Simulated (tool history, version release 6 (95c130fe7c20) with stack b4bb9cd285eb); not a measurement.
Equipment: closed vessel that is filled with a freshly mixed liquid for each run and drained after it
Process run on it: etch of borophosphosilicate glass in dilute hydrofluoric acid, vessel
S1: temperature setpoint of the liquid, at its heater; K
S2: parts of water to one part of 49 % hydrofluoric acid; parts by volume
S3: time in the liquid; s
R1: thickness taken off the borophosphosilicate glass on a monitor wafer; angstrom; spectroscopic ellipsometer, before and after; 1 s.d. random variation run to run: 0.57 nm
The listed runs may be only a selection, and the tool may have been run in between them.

| run | hour | S1 | S2 | S3 | R1 |
|---|---|---|---|---|---|
| 1 | 0.0 | 297.15 | 50 | 105 | 884.87 |
| 2 | 1.7 | 297.15 | 50 | 105 | 897.19 |
| 3 | 4.7 | 297.15 | 60 | 105 | 731.02 |
| 4 | 5.6 | 297.15 | 60 | 110 | 771.45 |
| 5 | 9.8 | 298.15 | 60 | 110 | 808.60 |
| 6 | 16.7 | 298.15 | 45 | 110 | 1100.90 |
| 7 | 22.0 | 297.65 | 45 | 110 | 1072.50 |

The next listed run, before its measurement:
| 8 | 27.6 | 297.15 | 45 | 110 | ? |

{"run 8": {"R1": 1035.1}}
